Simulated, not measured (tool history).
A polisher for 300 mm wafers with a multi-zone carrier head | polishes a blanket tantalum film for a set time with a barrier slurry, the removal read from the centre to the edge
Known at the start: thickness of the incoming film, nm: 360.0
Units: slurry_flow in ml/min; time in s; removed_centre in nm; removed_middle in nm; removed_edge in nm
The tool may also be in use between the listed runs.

run	hour	slurry_flow	centre_zone	middle_zone	edge_zone	slurry_solids	time	removed_centre	removed_middle	removed_edge
1	0.0	315	1.00	1.00	1.00	1.00	42	106.99	107.45	104.41
2	7.3	315	1.00	1.00	0.93	1.00	42	108.36	107.58	103.38
3	10.4	310	1.00	0.98	0.95	1.10	44	115.35	114.55	107.54
4	15.3	325	1.00	0.96	0.99	1.10	46	121.00	118.01	117.69
5	16.4	340	1.00	0.95	1.02	1.15	47	127.34	120.86	121.33
6	17.8	335	0.99	0.94	1.04	1.20	48	130.77	121.90	130.79
7	23.3	335	0.99	0.96	1.06	1.25	48	132.54	127.76	131.86
8	26.1	330	0.99	0.96	1.08	1.30	48	132.83	128.80	134.21
9	30.3	330	0.99	0.96	1.10	1.35	48	134.47	129.13	135.38
10	35.2	335	0.99	0.96	1.11	1.40	48	138.19	135.15	139.98

Forecast run 11:
11	41.3	345	0.99	0.96	1.12	1.40	48	?	?	?

{"run 11": {"removed_centre": 135.57, "removed_middle": 130.31, "removed_edge": 139.11}}
